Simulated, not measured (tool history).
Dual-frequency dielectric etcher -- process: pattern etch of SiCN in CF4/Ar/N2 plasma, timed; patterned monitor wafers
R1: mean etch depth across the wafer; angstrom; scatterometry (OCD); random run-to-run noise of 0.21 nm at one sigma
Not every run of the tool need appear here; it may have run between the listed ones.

{"run": 1, "hour": 0.0, "source power (W)": 380, "bias power (W)": 50, "Ar flow (sccm)": 82, "CF4 flow (sccm)": 52, "etch time (s)": 49.5, "R1": 307.28}
{"run": 2, "hour": 5.7, "source power (W)": 380, "bias power (W)": 50, "Ar flow (sccm)": 70, "CF4 flow (sccm)": 52, "etch time (s)": 49.5, "R1": 319.41}
{"run": 3, "hour": 12.9, "source power (W)": 420, "bias power (W)": 50, "Ar flow (sccm)": 70, "CF4 flow (sccm)": 52, "etch time (s)": 49.5, "R1": 347.66}
{"run": 4, "hour": 19.9, "source power (W)": 420, "bias power (W)": 50, "Ar flow (sccm)": 70, "CF4 flow (sccm)": 52, "etch time (s)": 49.5, "R1": 348.53}
{"run": 5, "hour": 25.4, "source power (W)": 380, "bias power (W)": 50, "Ar flow (sccm)": 70, "CF4 flow (sccm)": 52, "etch time (s)": 49.5, "R1": 318.98}
{"run": 6, "hour": 27.4, "source power (W)": 380, "bias power (W)": 50, "Ar flow (sccm)": 70, "CF4 flow (sccm)": 52, "etch time (s)": 45.0, "R1": 288.19}
{"run": 7, "hour": 32.0, "source power (W)": 460, "bias power (W)": 51, "Ar flow (sccm)": 70, "CF4 flow (sccm)": 52, "etch time (s)": 45.0, "R1": 351.73}
{"run": 8, "hour": 35.0, "source power (W)": 470, "bias power (W)": 51, "Ar flow (sccm)": 70, "CF4 flow (sccm)": 52, "etch time (s)": 45.0, "R1": 356.0}
{"run": 9, "hour": 37.6, "source power (W)": 480, "bias power (W)": 51, "Ar flow (sccm)": 70, "CF4 flow (sccm)": 52, "etch time (s)": 45.0, "R1": 362.55}
{"run": 10, "hour": 38.3, "source power (W)": 490, "bias power (W)": 51, "Ar flow (sccm)": 70, "CF4 flow (sccm)": 52, "etch time (s)": 45.0, "R1": 371.49}
{"run": 11, "hour": 45.6, "source power (W)": 500, "bias power (W)": 51, "Ar flow (sccm)": 70, "CF4 flow (sccm)": 52, "etch time (s)": 45.0, "R1": 378.39}

Estimate the outcome of run 12 from the log above:
{"run": 12, "hour": 47.3, "source power (W)": 510, "bias power (W)": 51, "Ar flow (sccm)": 70, "CF4 flow (sccm)": 52, "etch time (s)": 45.0, "R1": "?"}

Run 12 came out at R1 385.28 angstrom.

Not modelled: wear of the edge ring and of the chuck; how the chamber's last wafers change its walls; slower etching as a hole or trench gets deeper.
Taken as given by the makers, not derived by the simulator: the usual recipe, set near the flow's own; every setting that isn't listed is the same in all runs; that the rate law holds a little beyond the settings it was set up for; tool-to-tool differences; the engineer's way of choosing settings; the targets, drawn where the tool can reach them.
